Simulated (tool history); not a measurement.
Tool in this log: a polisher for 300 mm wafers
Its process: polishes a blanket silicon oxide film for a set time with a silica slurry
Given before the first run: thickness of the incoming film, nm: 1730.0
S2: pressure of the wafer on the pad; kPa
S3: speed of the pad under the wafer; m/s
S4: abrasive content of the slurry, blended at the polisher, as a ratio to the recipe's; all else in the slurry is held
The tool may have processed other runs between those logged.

run 1 day=0.000 | flow_of_slurry_(ml/min)=230 S2=26.9 S3=1.44 S4=1.0 polishing_time_(s)=91 | film_removed_(angstrom)=3458.1
run 2 day=0.033 | flow_of_slurry_(ml/min)=230 S2=22.8 S3=1.42 S4=1.0 polishing_time_(s)=91 | film_removed_(angstrom)=2903.8
run 3 day=0.217 | flow_of_slurry_(ml/min)=230 S2=20.0 S3=1.40 S4=1.0 polishing_time_(s)=91 | film_removed_(angstrom)=2508.8
run 4 day=0.254 | flow_of_slurry_(ml/min)=230 S2=18.6 S3=1.40 S4=1.0 polishing_time_(s)=91 | film_removed_(angstrom)=2409.3
run 5 day=0.350 | flow_of_slurry_(ml/min)=230 S2=18.6 S3=1.40 S4=1.0 polishing_time_(s)=91 | film_removed_(angstrom)=2401.7
run 6 day=0.529 | flow_of_slurry_(ml/min)=230 S2=12.4 S3=1.40 S4=1.0 polishing_time_(s)=91 | film_removed_(angstrom)=1625.9
run 7 day=0.671 | flow_of_slurry_(ml/min)=230 S2=13.1 S3=1.40 S4=1.0 polishing_time_(s)=91 | film_removed_(angstrom)=1716.2
run 8 day=0.692 | flow_of_slurry_(ml/min)=230 S2=17.2 S3=1.42 S4=1.0 polishing_time_(s)=91 | film_removed_(angstrom)=2265.3

What does the tool deliver on the next run?
run 9 day=1.008 | flow_of_slurry_(ml/min)=230 S2=16.5 S3=1.42 S4=1.0 polishing_time_(s)=91 | film_removed_(angstrom)=?

film removed (angstrom): 2104.9
